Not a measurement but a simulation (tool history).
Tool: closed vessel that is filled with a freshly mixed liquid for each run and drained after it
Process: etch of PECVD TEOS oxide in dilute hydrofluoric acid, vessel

| run | day | temperature setpoint of the liquid (C) | parts of water to one part of 49 % hydrofluoric acid (parts by volume) | time in the liquid (s) | thickness taken off the PECVD TEOS oxide on a monitor wafer (Å) |
|---|---|---|---|---|---|
| 1 | 0 | 25 | 285 | 95 | 52.187 |
| 2 | 0.246 | 25 | 200 | 95 | 80.951 |
| 3 | 0.338 | 25 | 200 | 95 | 81.084 |
| 4 | 0.392 | 24 | 200 | 95 | 78.763 |
| 5 | 0.438 | 24 | 155 | 95 | 106.6 |
| 6 | 0.767 | 24 | 80 | 95 | 226.77 |
| 7 | 0.838 | 20 | 190 | 95 | 70.269 |

What does the tool deliver on the next run?
| 8 | 1.054 | 19.5 | 190 | 95 | ? |

Run 8 produced thickness taken off the PECVD TEOS oxide on a monitor wafer (Å) 71.318.

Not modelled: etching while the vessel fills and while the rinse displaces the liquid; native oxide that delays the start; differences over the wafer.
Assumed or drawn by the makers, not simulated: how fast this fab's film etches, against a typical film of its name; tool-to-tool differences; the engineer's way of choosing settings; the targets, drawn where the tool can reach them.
